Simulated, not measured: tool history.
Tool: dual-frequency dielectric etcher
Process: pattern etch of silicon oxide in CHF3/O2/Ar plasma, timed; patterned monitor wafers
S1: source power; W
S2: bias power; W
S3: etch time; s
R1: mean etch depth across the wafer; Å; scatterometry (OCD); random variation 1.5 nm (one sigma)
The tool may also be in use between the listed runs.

run,day,S1,S2,S3,R1
1,0.000,720,193,347.5,7173.4
2,0.288,720,206,347.5,7357.7
3,0.571,690,197,346.5,6992.0
4,0.846,660,194,346.0,6780.8
5,1.133,560,194,346.0,6188.0
6,1.158,560,194,347.5,6196.4
7,1.500,550,193,347.5,6111.4
8,1.550,540,192,347.5,6064.8
9,1.846,530,191,347.5,5985.2
10,2.162,520,190,347.5,5889.3
11,2.438,510,190,347.5,5833.5

Run 12 comes next. What will it give?
12,2.667,500,190,347.5,?

{"run 12": {"R1": 5765.7}}

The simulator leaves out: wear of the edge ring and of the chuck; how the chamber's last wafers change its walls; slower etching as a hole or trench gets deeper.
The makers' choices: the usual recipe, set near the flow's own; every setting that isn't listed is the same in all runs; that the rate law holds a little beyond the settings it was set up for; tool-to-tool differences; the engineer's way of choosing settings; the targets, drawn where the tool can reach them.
